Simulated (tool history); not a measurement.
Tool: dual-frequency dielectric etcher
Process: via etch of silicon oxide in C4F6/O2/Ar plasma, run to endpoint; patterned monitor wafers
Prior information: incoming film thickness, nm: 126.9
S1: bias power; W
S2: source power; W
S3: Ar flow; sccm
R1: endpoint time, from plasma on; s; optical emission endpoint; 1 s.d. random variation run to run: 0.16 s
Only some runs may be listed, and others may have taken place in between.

{"run": 1, "hour": 0.0, "S1": 619, "S2": 360, "S3": 358, "R1": 28.517}
{"run": 2, "hour": 3.5, "S1": 575, "S2": 360, "S3": 359, "R1": 29.501}
{"run": 3, "hour": 9.8, "S1": 575, "S2": 360, "S3": 331, "R1": 29.224}
{"run": 4, "hour": 13.0, "S1": 539, "S2": 360, "S3": 331, "R1": 29.969}
{"run": 5, "hour": 19.5, "S1": 510, "S2": 360, "S3": 331, "R1": 30.348}
{"run": 6, "hour": 25.6, "S1": 570, "S2": 360, "S3": 331, "R1": 29.235}
{"run": 7, "hour": 30.5, "S1": 534, "S2": 360, "S3": 332, "R1": 29.907}
{"run": 8, "hour": 36.2, "S1": 505, "S2": 360, "S3": 333, "R1": 30.384}
{"run": 9, "hour": 43.9, "S1": 481, "S2": 350, "S3": 334, "R1": 31.275}
{"run": 10, "hour": 45.6, "S1": 462, "S2": 350, "S3": 334, "R1": 31.927}
{"run": 11, "hour": 54.0, "S1": 450, "S2": 350, "S3": 334, "R1": 32.323}
{"run": 12, "hour": 55.8, "S1": 441, "S2": 350, "S3": 334, "R1": 32.495}
{"run": 13, "hour": 59.1, "S1": 433, "S2": 350, "S3": 334, "R1": 32.906}

For run 14, what comes out?
{"run": 14, "hour": 61.0, "S1": 429, "S2": 350, "S3": 334, "R1": "?"}

Run 14 came out at R1 32.554 s.
